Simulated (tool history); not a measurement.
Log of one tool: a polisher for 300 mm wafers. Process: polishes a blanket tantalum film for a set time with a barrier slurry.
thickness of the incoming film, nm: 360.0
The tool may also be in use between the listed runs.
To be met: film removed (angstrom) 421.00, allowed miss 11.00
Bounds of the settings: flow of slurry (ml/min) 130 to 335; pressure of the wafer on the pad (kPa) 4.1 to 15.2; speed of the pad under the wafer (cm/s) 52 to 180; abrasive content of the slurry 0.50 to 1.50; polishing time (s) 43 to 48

run,hour,flow of slurry (ml/min),pressure of the wafer on the pad (kPa),speed of the pad under the wafer (cm/s),abrasive content of the slurry,polishing time (s),film removed (angstrom)
1,0.0,215,9.7,116,1.00,48,648.86
2,3.3,210,8.3,116,1.00,48,563.74
3,5.3,210,8.3,94,1.00,48,474.13
4,12.0,205,8.3,94,1.00,48,475.20
5,18.1,205,7.6,94,1.00,48,439.20
6,24.3,200,7.6,94,1.00,48,432.43
7,29.4,195,7.6,94,1.00,48,437.28
8,37.2,195,7.6,94,1.00,48,436.75
9,45.5,190,7.6,94,1.00,48,434.48
10,48.5,185,7.6,94,1.00,48,434.81

4 next moves are on the table. One of them brings every result within its allowed miss. Which?
A,51.5,160,9.7,72,1.05,47,?
B,51.5,230,10.3,68,1.05,47,?
C,51.5,190,9.0,90,0.95,44,?
D,51.5,180,8.3,90,0.95,48,?

move,film removed (angstrom)
A,416.30
B,443.15
C,438.16
D,441.11
A: meets every target
B: further off than the last run
C: further off than the last run
D: further off than the last run
Move A is the one to make.

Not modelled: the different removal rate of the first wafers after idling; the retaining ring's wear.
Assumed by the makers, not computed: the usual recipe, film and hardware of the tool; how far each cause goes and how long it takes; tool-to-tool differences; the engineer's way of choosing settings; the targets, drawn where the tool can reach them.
